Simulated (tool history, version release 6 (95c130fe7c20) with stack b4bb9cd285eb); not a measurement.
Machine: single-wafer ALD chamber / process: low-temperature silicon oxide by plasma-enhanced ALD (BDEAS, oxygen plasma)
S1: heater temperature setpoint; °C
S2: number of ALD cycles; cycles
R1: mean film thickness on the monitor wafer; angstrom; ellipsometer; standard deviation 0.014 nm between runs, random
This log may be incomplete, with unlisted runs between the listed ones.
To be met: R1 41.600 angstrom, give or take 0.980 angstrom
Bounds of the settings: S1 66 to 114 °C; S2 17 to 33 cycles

Run 1, hour 0.0: S1 90 °C, S2 25 cycles. Result: R1 36.694 angstrom.
Run 2, hour 5.1: S1 90 °C, S2 23 cycles. Result: R1 33.926 angstrom.
Run 3, hour 8.2: S1 90 °C, S2 26 cycles. Result: R1 37.901 angstrom.
Run 4, hour 10.2: S1 90 °C, S2 24 cycles. Result: R1 35.442 angstrom.
Run 5, hour 11.7: S1 88 °C, S2 25 cycles. Result: R1 36.830 angstrom.
Run 6, hour 20.3: S1 87 °C, S2 25 cycles. Result: R1 37.043 angstrom.
Run 7, hour 20.8: S1 85 °C, S2 25 cycles. Result: R1 37.404 angstrom.
Run 8, hour 28.3: S1 83 °C, S2 25 cycles. Result: R1 37.666 angstrom.
At hour 34.1: thermocouple changed; heater temperature recalibrated.
Run 9, hour 34.1: S1 81 °C, S2 25 cycles. Result: R1 37.392 angstrom.
Run 10, hour 38.8: S1 80 °C, S2 27 cycles. Result: R1 40.279 angstrom.
Run 11, hour 41.0: S1 79 °C, S2 27 cycles. Result: R1 40.213 angstrom.

Next run, 4 choices. One meets every target within its allowed miss, the rest don't. Which?
Run A, hour 43.2: S1 79 °C, S2 25 cycles. Result: R1 ?.
Run B, hour 43.2: S1 88 °C, S2 27 cycles. Result: R1 ?.
Run C, hour 43.2: S1 88 °C, S2 29 cycles. Result: R1 ?.
Run D, hour 43.2: S1 78 °C, S2 25 cycles. Result: R1 ?.

move      R1
   A  37.462
   B  39.073
   C  41.967
   D  37.604
A: the biggest miss grows against the last run
B: the biggest miss grows against the last run
C: every result lands within tolerance
D: the biggest miss grows against the last run
C is the move that brings every result within its allowed miss.
